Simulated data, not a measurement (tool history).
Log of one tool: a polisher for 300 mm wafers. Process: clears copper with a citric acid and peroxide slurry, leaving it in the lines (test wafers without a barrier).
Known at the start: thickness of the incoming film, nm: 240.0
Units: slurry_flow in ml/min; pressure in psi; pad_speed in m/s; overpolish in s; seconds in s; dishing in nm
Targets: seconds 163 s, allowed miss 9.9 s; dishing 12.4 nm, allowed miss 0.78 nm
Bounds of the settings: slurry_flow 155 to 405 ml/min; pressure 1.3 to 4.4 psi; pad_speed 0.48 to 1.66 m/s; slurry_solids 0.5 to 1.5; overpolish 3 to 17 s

run,day,slurry_flow,pressure,pad_speed,slurry_solids,overpolish,seconds,dishing
1,0,260,2.8,1.06,1,9,91.916,15.988
2,0.25,260,2.5,1.04,1,10,98.23,15.88
3,0.3,225,2.5,1.04,1,10,103.09,15.487
4,0.412,225,2.5,0.92,1,10,120.49,14.314
5,0.571,220,2.3,0.9,1,10,129.87,12.933
6,0.792,220,2.3,0.9,1,7,134.35,9.2801
7,0.917,215,2.2,0.88,1,8,133.7,9.7389
8,1.246,210,2.2,0.84,1,9,144.38,10.877

Which of these 5 next moves meets every target?
A,1.575,225,2.3,0.82,0.95,9,?,?
B,1.575,185,2.4,0.72,0.95,12,?,?
C,1.575,195,2.1,0.98,0.95,9,?,?
D,1.575,230,2.4,0.68,1.1,13,?,?
E,1.575,190,2.1,0.68,1,14,?,?

move,seconds,dishing
A,146.58,10.606
B,163.35,12.426
C,136.77,11.252
D,163.46,13.31
E,192.47,12.3
A: further off than the last run
B: meets every target
C: further off than the last run
D: takes the result that was furthest off past its target
E: brings the result that was furthest off to its target, and leaves another outside
The right move is B.
